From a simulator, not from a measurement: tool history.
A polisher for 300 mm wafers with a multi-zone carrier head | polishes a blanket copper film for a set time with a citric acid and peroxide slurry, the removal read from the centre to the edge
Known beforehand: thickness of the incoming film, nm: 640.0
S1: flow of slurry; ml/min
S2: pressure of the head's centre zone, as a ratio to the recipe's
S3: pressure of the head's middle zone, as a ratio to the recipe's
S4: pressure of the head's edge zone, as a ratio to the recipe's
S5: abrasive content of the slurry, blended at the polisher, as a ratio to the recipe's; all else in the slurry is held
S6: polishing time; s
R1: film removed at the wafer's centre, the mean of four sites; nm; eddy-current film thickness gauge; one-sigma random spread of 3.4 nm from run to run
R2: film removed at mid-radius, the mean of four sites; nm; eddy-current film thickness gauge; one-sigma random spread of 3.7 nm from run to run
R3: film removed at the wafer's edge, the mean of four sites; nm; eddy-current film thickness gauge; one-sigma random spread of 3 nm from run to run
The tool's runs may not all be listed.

Run 1, hour 0.0: S1 240 ml/min, S2 1.00, S3 1.00, S4 1.00, S5 1.00, S6 73 s. Result: R1 190.79 nm, R2 189.88 nm, R3 198.28 nm.
Run 2, hour 4.5: S1 240 ml/min, S2 1.00, S3 1.04, S4 1.00, S5 1.00, S6 73 s. Result: R1 193.45 nm, R2 200.48 nm, R3 195.68 nm.
Run 3, hour 11.8: S1 240 ml/min, S2 1.00, S3 1.12, S4 1.00, S5 1.00, S6 73 s. Result: R1 191.71 nm, R2 211.72 nm, R3 197.26 nm.
Run 4, hour 13.5: S1 240 ml/min, S2 0.95, S3 1.12, S4 1.00, S5 1.00, S6 73 s. Result: R1 182.85 nm, R2 212.12 nm, R3 197.13 nm.
Run 5, hour 19.9: S1 245 ml/min, S2 0.96, S3 1.11, S4 1.03, S5 1.10, S6 77 s. Result: R1 198.02 nm, R2 226.78 nm, R3 217.10 nm.
Run 6, hour 25.2: S1 250 ml/min, S2 0.98, S3 1.11, S4 1.05, S5 1.20, S6 80 s. Result: R1 214.50 nm, R2 244.57 nm, R3 229.45 nm.
Run 7, hour 25.9: S1 250 ml/min, S2 0.99, S3 1.09, S4 1.07, S5 1.25, S6 84 s. Result: R1 229.40 nm, R2 251.19 nm, R3 244.68 nm.
Run 8, hour 32.3: S1 250 ml/min, S2 0.99, S3 1.08, S4 1.09, S5 1.30, S6 87 s. Result: R1 242.76 nm, R2 260.37 nm, R3 263.70 nm.
Run 9, hour 34.3: S1 250 ml/min, S2 1.00, S3 1.08, S4 1.10, S5 1.35, S6 89 s. Result: R1 250.06 nm, R2 267.31 nm, R3 271.96 nm.
Run 10, hour 39.9: S1 255 ml/min, S2 1.01, S3 1.08, S4 1.11, S5 1.40, S6 91 s. Result: R1 261.34 nm, R2 281.88 nm, R3 282.73 nm.

Run 11, settings as shown, results not yet in. Your forecast:
Run 11, hour 45.6: S1 260 ml/min, S2 1.02, S3 1.08, S4 1.12, S5 1.40, S6 92 s. Result: R1 ?, R2 ?, R3 ?.

R1: 268.14 nm
R2: 279.82 nm
R3: 283.76 nm
